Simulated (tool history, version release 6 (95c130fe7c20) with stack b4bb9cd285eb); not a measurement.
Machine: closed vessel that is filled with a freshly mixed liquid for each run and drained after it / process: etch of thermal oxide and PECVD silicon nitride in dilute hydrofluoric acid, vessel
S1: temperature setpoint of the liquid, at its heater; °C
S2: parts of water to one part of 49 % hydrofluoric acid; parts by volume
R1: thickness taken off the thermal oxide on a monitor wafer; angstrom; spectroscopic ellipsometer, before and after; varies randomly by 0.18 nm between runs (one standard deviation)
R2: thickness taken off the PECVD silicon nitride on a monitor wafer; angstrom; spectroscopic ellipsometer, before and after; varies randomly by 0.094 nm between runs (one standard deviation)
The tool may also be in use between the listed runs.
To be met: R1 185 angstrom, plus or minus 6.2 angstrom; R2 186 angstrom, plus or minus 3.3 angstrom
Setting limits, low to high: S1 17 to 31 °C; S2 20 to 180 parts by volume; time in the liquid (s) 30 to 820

Run 1, hour 0: S1 23 °C, S2 100 parts by volume, time in the liquid (s) 420. Result: R1 233.36 angstrom, R2 238.12 angstrom.
Run 2, hour 6.3: S1 22.5 °C, S2 105 parts by volume, time in the liquid (s) 425. Result: R1 219.31 angstrom, R2 222.26 angstrom.
Run 3, hour 14.5: S1 22.5 °C, S2 80 parts by volume, time in the liquid (s) 425. Result: R1 295.27 angstrom, R2 290.36 angstrom.
Run 4, hour 18.7: S1 22 °C, S2 90 parts by volume, time in the liquid (s) 430. Result: R1 260.54 angstrom, R2 254.89 angstrom.
Run 5, hour 21.7: S1 20 °C, S2 90 parts by volume, time in the liquid (s) 430. Result: R1 237.91 angstrom, R2 221.04 angstrom.
Run 6, hour 27: S1 20 °C, S2 95 parts by volume, time in the liquid (s) 435. Result: R1 221.75 angstrom, R2 215.06 angstrom.
Run 7, hour 28.2: S1 19 °C, S2 115 parts by volume, time in the liquid (s) 470. Result: R1 185.94 angstrom, R2 176.67 angstrom.
Run 8, hour 30: S1 19.5 °C, S2 115 parts by volume, time in the liquid (s) 470. Result: R1 191.81 angstrom, R2 184.21 angstrom.

4 candidate next runs follow, results not yet known. Just one meets every target within its allowed miss. Identify it.
Run A, hour 31.8: S1 18 °C, S2 110 parts by volume, time in the liquid (s) 495. Result: R1 ?, R2 ?.
Run B, hour 31.8: S1 21.5 °C, S2 120 parts by volume, time in the liquid (s) 430. Result: R1 ?, R2 ?.
Run C, hour 31.8: S1 19.5 °C, S2 80 parts by volume, time in the liquid (s) 320. Result: R1 ?, R2 ?.
Run D, hour 31.8: S1 19.5 °C, S2 105 parts by volume, time in the liquid (s) 430. Result: R1 ?, R2 ?.

move      R1      R2
   A  199.72  182.46
   B  181.66  184.73
   C  194.96  178.35
   D  194.41  183.85
A: its largest miss is bigger than the last run's
B: meets every target
C: its largest miss is bigger than the last run's
D: its largest miss is bigger than the last run's
Answer: B

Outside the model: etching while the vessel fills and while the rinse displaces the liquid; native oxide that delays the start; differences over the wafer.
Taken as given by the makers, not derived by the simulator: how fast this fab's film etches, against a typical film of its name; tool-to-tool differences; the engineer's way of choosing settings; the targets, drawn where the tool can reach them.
